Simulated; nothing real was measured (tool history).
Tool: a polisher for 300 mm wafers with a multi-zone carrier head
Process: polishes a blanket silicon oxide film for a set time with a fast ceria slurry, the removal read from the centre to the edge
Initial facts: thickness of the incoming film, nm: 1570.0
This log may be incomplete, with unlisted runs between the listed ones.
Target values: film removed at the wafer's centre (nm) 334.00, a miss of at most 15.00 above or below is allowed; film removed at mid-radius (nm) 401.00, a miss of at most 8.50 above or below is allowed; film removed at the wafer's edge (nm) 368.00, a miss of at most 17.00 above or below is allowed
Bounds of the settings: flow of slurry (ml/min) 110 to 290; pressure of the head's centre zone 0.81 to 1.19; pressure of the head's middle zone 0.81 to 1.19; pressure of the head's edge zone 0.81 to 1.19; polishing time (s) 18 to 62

run	hour	flow of slurry (ml/min)	pressure of the head's centre zone	pressure of the head's middle zone	pressure of the head's edge zone	polishing time (s)	film removed at the wafer's centre (nm)	film removed at mid-radius (nm)	film removed at the wafer's edge (nm)
1	0.0	185	1.00	1.00	1.00	40	420.08	428.09	431.74
2	7.3	185	1.00	1.00	1.00	30	315.36	319.92	323.44
3	15.9	185	1.00	1.00	0.96	30	307.45	322.30	324.71
4	23.1	185	1.00	1.07	0.96	30	323.16	339.65	329.26
5	24.5	220	1.00	1.07	0.96	30	329.24	344.02	334.55
6	32.4	220	0.94	1.07	0.96	30	306.04	348.30	330.24
7	40.5	225	0.94	1.08	0.97	30	313.68	352.25	328.92
8	43.4	220	0.93	1.08	0.98	31	312.90	362.28	349.09
9	46.4	225	0.93	1.09	0.98	31	310.05	364.60	347.26
10	51.8	230	0.93	1.10	0.98	31	312.43	365.23	341.58
11	55.2	230	0.93	1.11	0.99	31	315.99	373.29	343.25
12	57.3	230	0.93	1.11	1.00	31	312.51	373.56	345.08
13	64.3	230	0.93	1.11	1.01	31	310.67	372.73	359.42
14	68.8	235	0.93	1.12	1.01	31	318.09	373.99	349.45
15	69.8	235	0.93	1.13	1.02	31	311.06	376.71	358.62
16	71.7	240	0.93	1.14	1.02	31	319.58	380.84	348.48

Of the 4 settings listed for the next run, only one would bring every result within its allowed miss of target. Which one?
A	73.6	215	0.87	0.98	1.07	34	?	?	?
B	73.6	235	0.86	1.14	0.95	33	?	?	?
C	73.6	235	0.91	1.13	0.99	33	?	?	?
D	73.6	225	0.96	1.14	1.00	30	?	?	?

move	film removed at the wafer's centre (nm)	film removed at mid-radius (nm)	film removed at the wafer's edge (nm)
A	313.95	363.58	386.79
B	305.33	406.04	358.40
C	323.22	402.85	364.93
D	308.28	366.91	331.83
A: misses by more than the last run did
B: the furthest-off result lands on target, but another misses its tolerance
C: all results land within tolerance of their targets
D: misses by more than the last run did
The move that meets every target is C.
